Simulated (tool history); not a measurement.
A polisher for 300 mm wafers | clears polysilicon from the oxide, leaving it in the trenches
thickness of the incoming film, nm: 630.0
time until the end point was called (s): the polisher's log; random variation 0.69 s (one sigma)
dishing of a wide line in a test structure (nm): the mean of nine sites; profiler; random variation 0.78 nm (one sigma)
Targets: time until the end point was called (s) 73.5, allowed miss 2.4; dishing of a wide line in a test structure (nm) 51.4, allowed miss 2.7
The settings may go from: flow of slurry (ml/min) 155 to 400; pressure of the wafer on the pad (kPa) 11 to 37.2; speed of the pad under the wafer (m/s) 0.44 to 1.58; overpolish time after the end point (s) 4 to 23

run,day,flow of slurry (ml/min),pressure of the wafer on the pad (kPa),speed of the pad under the wafer (m/s),overpolish time after the end point (s),time until the end point was called (s),dishing of a wide line in a test structure (nm)
1,0,255,24.1,1,12,31.118,53.697
2,0.246,315,24.1,1,12,30.675,54.253
3,0.533,315,24.1,1.14,12,26.72,54.267
4,0.708,265,24.1,1.14,12,27.03,52.701
5,1.038,265,26.2,1.14,12,25.319,53.141
6,1.338,255,23.4,1.04,11,30.568,53.514
7,1.471,235,21.4,0.96,10,35.776,52.752
8,1.525,225,19.3,0.9,9,42.247,48.789
9,1.617,230,17.9,0.86,11,47.792,51.108
10,1.667,225,11,0.72,10,82.737,41.425
11,1.688,210,11.7,0.72,12,78.901,46.25
12,1.808,205,11.7,0.72,12,80.036,44.785
13,1.838,200,12.4,0.72,13,76.169,46.644
14,2.033,195,12.4,0.72,14,77.412,46.605
15,2.2,190,12.4,0.72,15,77.471,49.378
16,2.354,190,12.4,0.72,15,77.116,49.317

4 next moves are on the table. One of them brings every result within its allowed miss. Which?
A,2.508,155,17.9,0.54,23,?,?
B,2.508,165,13.8,0.62,16,?,?
C,2.508,175,14.5,0.6,19,?,?
D,2.508,155,13.8,0.72,18,?,?

move,time until the end point was called (s),dishing of a wide line in a test structure (nm)
A,78.077,51.838
B,84.206,47.755
C,82.654,49.912
D,73.826,50.458
A: further off than the last run
B: further off than the last run
C: further off than the last run
D: meets every target
Move D is the one to make.
